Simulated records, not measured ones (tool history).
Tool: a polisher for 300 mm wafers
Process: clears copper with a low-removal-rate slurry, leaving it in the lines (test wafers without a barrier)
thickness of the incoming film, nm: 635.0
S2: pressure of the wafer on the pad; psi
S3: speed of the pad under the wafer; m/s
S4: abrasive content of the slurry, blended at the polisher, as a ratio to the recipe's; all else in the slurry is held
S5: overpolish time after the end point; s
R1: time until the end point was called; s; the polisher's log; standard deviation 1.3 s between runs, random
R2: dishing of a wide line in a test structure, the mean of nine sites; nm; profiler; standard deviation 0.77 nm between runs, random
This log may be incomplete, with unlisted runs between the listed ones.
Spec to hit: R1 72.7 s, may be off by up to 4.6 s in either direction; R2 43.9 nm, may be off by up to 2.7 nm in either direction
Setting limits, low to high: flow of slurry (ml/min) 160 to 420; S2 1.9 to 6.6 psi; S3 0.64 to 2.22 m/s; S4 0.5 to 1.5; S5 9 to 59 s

Run 1, hour 0: flow of slurry (ml/min) 270, S2 4.2 psi, S3 1.42 m/s, S4 1, S5 30 s. Result: R1 90.788 s, R2 84.129 nm.
Run 2, hour 2.4: flow of slurry (ml/min) 240, S2 4.2 psi, S3 1.42 m/s, S4 1, S5 30 s. Result: R1 91.191 s, R2 84.065 nm.
Run 3, hour 10.4: flow of slurry (ml/min) 240, S2 3.6 psi, S3 1.42 m/s, S4 1, S5 30 s. Result: R1 100.25 s, R2 78.727 nm.
Run 4, hour 12: flow of slurry (ml/min) 240, S2 3.2 psi, S3 1.56 m/s, S4 1, S5 25 s. Result: R1 105.08 s, R2 68.632 nm.
Run 5, hour 17.7: flow of slurry (ml/min) 240, S2 3.2 psi, S3 1.56 m/s, S4 1, S5 13 s. Result: R1 102.05 s, R2 44.403 nm.
Run 6, hour 20.7: flow of slurry (ml/min) 240, S2 3.5 psi, S3 1.56 m/s, S4 1.05, S5 12 s. Result: R1 93.83 s, R2 44.231 nm.
Run 7, hour 24.2: flow of slurry (ml/min) 240, S2 3.7 psi, S3 1.56 m/s, S4 1.05, S5 11 s. Result: R1 92.036 s, R2 42.694 nm.
Run 8, hour 31.8: flow of slurry (ml/min) 240, S2 3.9 psi, S3 1.56 m/s, S4 1.05, S5 11 s. Result: R1 86.682 s, R2 44.444 nm.
Run 9, hour 38.4: flow of slurry (ml/min) 240, S2 4 psi, S3 1.56 m/s, S4 1.05, S5 11 s. Result: R1 87.096 s, R2 44.368 nm.

Pick the move, out of 5, that brings all results within their allowed miss; only one does.
Run A, hour 45: flow of slurry (ml/min) 200, S2 3.4 psi, S3 1.32 m/s, S4 0.95, S5 15 s. Result: R1 ?, R2 ?.
Run B, hour 45: flow of slurry (ml/min) 240, S2 4.1 psi, S3 2.08 m/s, S4 1.1, S5 9 s. Result: R1 ?, R2 ?.
Run C, hour 45: flow of slurry (ml/min) 290, S2 3.1 psi, S3 1.52 m/s, S4 1.15, S5 14 s. Result: R1 ?, R2 ?.
Run D, hour 45: flow of slurry (ml/min) 265, S2 3.9 psi, S3 1.24 m/s, S4 1, S5 13 s. Result: R1 ?, R2 ?.
Run E, hour 45: flow of slurry (ml/min) 205, S2 5.2 psi, S3 1.48 m/s, S4 1.05, S5 9 s. Result: R1 ?, R2 ?.

move      R1      R2
   A  115.59  45.743
   B  63.466  49.288
   C  103.74  46.931
   D  105.96  44.042
   E  72.146  45.053
A: further off than the last run
B: moves the result that the last run missed by most past its target, out the other side
C: further off than the last run
D: further off than the last run
E: all results land within tolerance of their targets
Answer: E
